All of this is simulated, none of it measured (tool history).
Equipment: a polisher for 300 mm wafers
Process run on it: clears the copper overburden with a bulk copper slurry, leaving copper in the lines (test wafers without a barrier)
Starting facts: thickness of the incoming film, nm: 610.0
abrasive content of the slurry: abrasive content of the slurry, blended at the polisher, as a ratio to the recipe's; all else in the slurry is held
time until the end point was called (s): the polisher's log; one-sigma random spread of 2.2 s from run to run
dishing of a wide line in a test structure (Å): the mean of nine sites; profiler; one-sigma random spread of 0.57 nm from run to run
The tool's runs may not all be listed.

| run | hour | flow of slurry (ml/min) | pressure of the wafer on the pad (psi) | speed of the pad under the wafer (cm/s) | abrasive content of the slurry | overpolish time after the end point (s) | time until the end point was called (s) | dishing of a wide line in a test structure (Å) |
|---|---|---|---|---|---|---|---|---|
| 1 | 0.0 | 240 | 2.2 | 120 | 1.0 | 22 | 75.038 | 543.04 |
| 2 | 6.8 | 240 | 2.1 | 120 | 1.0 | 22 | 75.796 | 529.78 |
| 3 | 9.2 | 240 | 2.0 | 118 | 1.0 | 23 | 83.400 | 535.64 |
| 4 | 10.5 | 240 | 1.9 | 118 | 1.0 | 22 | 87.476 | 522.50 |
| 5 | 12.2 | 240 | 1.8 | 118 | 1.0 | 21 | 93.487 | 506.08 |
| 6 | 20.3 | 240 | 1.8 | 140 | 1.0 | 21 | 78.522 | 519.55 |
| 7 | 25.4 | 240 | 1.7 | 138 | 1.0 | 21 | 84.262 | 499.13 |

Run 8 comes next. What will it give?
| 8 | 26.7 | 235 | 1.1 | 122 | 1.0 | 26 | ? | ? |

Run 8 yielded time until the end point was called (s) 142.260, dishing of a wide line in a test structure (Å) 429.61.
